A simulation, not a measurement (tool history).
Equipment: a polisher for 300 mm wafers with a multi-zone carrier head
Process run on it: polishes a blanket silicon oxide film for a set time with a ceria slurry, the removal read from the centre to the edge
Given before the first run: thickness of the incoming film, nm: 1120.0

run	hour	flow of slurry (ml/min)	pressure of the head's centre zone	pressure of the head's middle zone	pressure of the head's edge zone	polishing time (s)	film removed at the wafer's centre (nm)	film removed at mid-radius (nm)	film removed at the wafer's edge (nm)
1	0.0	300	1.00	1.00	1.00	74	439.46	443.94	423.35
2	0.8	250	1.00	1.00	1.00	74	434.41	440.33	411.35
3	7.0	250	1.00	1.00	1.08	74	425.05	440.88	438.58
4	10.4	260	1.00	1.01	1.09	77	448.13	460.76	466.92
5	18.3	265	1.00	1.02	1.10	79	456.75	471.96	464.83
6	25.3	265	1.00	0.94	1.10	79	462.96	449.30	470.15

Run 7, settings as shown, results not yet in. Your forecast:
7	32.7	265	0.99	0.95	1.11	82	?	?	?

film removed at the wafer's centre (nm): 478.73
film removed at mid-radius (nm): 455.37
film removed at the wafer's edge (nm): 489.21
